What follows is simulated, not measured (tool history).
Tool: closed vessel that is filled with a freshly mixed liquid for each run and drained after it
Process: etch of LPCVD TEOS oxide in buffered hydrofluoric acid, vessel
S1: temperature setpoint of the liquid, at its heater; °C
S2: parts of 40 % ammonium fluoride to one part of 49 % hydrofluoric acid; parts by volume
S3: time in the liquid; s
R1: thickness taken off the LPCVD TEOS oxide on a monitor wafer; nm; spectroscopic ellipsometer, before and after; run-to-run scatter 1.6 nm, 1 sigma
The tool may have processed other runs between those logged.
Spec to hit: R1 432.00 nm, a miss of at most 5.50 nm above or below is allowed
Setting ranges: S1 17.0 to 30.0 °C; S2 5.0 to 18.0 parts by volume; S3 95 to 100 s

{"run": 1, "hour": 0.0, "S1": 22.0, "S2": 11.0, "S3": 95, "R1": 302.37}
{"run": 2, "hour": 0.7, "S1": 22.0, "S2": 8.0, "S3": 95, "R1": 400.28}
{"run": 3, "hour": 5.0, "S1": 25.5, "S2": 8.0, "S3": 95, "R1": 485.26}
{"run": 4, "hour": 12.7, "S1": 25.0, "S2": 8.0, "S3": 95, "R1": 474.18}
{"run": 5, "hour": 15.2, "S1": 24.5, "S2": 8.0, "S3": 95, "R1": 461.91}
{"run": 6, "hour": 20.2, "S1": 24.5, "S2": 7.0, "S3": 95, "R1": 534.1}
{"run": 7, "hour": 24.0, "S1": 23.5, "S2": 7.0, "S3": 95, "R1": 504.21}
{"run": 8, "hour": 31.4, "S1": 22.5, "S2": 7.0, "S3": 95, "R1": 476.3}

Below are 4 possible settings for the next run. Only one of them brings all results inside the allowed miss of their targets. Which is it?
{"run": "A", "hour": 38.8, "S1": 24.0, "S2": 6.5, "S3": 95, "R1": "?"}
{"run": "B", "hour": 38.8, "S1": 22.0, "S2": 7.5, "S3": 95, "R1": "?"}
{"run": "C", "hour": 38.8, "S1": 22.5, "S2": 7.5, "S3": 95, "R1": "?"}
{"run": "D", "hour": 38.8, "S1": 21.5, "S2": 6.0, "S3": 95, "R1": "?"}

move=A R1=553.45
move=B R1=431.72
move=C R1=443.77
move=D R1=517.12
A: lands further from the targets than the last run did
B: in spec on every target
C: an improvement on the last run, though not all results are within tolerance
D: lands further from the targets than the last run did
So the answer is move B, the one that meets all the targets.

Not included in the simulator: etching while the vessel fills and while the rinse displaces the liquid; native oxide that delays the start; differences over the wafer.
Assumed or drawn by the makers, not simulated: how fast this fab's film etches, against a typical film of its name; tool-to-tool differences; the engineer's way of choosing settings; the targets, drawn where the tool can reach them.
